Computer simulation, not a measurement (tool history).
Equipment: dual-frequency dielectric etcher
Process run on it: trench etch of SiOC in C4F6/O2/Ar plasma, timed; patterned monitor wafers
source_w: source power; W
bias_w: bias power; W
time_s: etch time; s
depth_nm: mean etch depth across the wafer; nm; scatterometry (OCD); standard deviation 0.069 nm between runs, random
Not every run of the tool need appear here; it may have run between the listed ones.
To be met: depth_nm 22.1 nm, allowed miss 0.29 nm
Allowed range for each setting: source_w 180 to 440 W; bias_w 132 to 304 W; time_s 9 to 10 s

run  hour  source_w  bias_w  time_s  depth_nm
  1     0       310     218      10    19.204
  2   4.9       360     218      10    20.372
  3  13.2       330     218      10    19.669
  4  15.7       300     218      10    19.066
  5  24.4       330     220      10    19.804
  6  30.6       360     220      10    20.572
  7  33.1       420     224      10    21.834
  8    34       420     224      10     21.84

Which of these 5 next moves meets every target?
  A  34.9       430     265     9.5         ?
  B  34.9       420     206      10         ?
  C  34.9       430     244     9.5         ?
  D  34.9       400     225      10         ?
  E  34.9       410     215      10         ?

move  depth_nm
   A    22.011
   B    21.244
   C    21.446
   D    21.418
   E    21.322
A: all results in spec
B: the biggest miss grows against the last run
C: the biggest miss grows against the last run
D: the biggest miss grows against the last run
E: the biggest miss grows against the last run
Answer: A
